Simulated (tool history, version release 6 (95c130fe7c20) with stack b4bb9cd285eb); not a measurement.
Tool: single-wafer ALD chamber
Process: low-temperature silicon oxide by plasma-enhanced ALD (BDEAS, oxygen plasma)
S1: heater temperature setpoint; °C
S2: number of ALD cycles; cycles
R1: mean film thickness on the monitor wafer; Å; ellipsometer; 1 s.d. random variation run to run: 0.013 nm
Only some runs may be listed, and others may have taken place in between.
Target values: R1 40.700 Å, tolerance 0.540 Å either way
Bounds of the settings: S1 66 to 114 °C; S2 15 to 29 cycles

{"run": 1, "hour": 0.0, "S1": 90, "S2": 22, "R1": 33.782}
{"run": 2, "hour": 1.8, "S1": 94, "S2": 22, "R1": 33.259}
{"run": 3, "hour": 6.8, "S1": 88, "S2": 22, "R1": 34.021}
{"run": 4, "hour": 10.1, "S1": 88, "S2": 20, "R1": 30.953}
{"run": 5, "hour": 13.9, "S1": 93, "S2": 20, "R1": 30.336}
{"run": 6, "hour": 22.7, "S1": 93, "S2": 22, "R1": 33.424}
{"run": 7, "hour": 30.3, "S1": 86, "S2": 23, "R1": 35.989}
{"run": 8, "hour": 36.7, "S1": 81, "S2": 23, "R1": 36.574}
{"run": 9, "hour": 38.8, "S1": 77, "S2": 23, "R1": 37.188}
{"run": 10, "hour": 47.0, "S1": 74, "S2": 23, "R1": 37.524}
{"run": 11, "hour": 51.9, "S1": 72, "S2": 23, "R1": 37.642}
{"run": 12, "hour": 58.0, "S1": 70, "S2": 23, "R1": 38.271}

Which of these 5 next moves meets every target?
{"run": "A", "hour": 64.1, "S1": 75, "S2": 25, "R1": "?"}
{"run": "B", "hour": 64.1, "S1": 66, "S2": 21, "R1": "?"}
{"run": "C", "hour": 64.1, "S1": 72, "S2": 23, "R1": "?"}
{"run": "D", "hour": 64.1, "S1": 72, "S2": 24, "R1": "?"}
{"run": "E", "hour": 64.1, "S1": 66, "S2": 25, "R1": "?"}

move=A R1=40.948
move=B R1=35.557
move=C R1=38.096
move=D R1=39.752
move=E R1=42.330
A: meets every target
B: misses by more than the last run did
C: misses by more than the last run did
D: better than the last run, though not everything is in spec
E: the result that was furthest off in the last run now lies on the other side of its target
Answer: A
